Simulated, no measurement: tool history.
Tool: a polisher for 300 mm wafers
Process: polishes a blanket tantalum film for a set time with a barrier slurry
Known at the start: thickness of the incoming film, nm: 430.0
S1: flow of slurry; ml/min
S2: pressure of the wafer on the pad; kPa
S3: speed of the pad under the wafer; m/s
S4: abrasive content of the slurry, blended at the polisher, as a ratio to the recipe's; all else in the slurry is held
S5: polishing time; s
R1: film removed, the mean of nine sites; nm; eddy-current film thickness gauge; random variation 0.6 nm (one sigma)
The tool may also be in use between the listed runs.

run,hour,S1,S2,S3,S4,S5,R1
1,0.0,210,13.1,1.16,1.0,41,93.241
2,7.1,210,13.1,1.16,1.0,41,91.992
3,13.5,210,12.4,1.16,1.0,41,89.347
4,18.4,210,12.4,1.16,1.0,43,94.956
5,20.0,210,11.7,1.16,1.0,43,90.411
6,28.6,210,11.7,1.16,1.1,43,92.692

The next listed run, before its measurement:
7,29.8,210,11.7,1.16,1.1,43,?

Run 7 gave R1 92.573 nm.
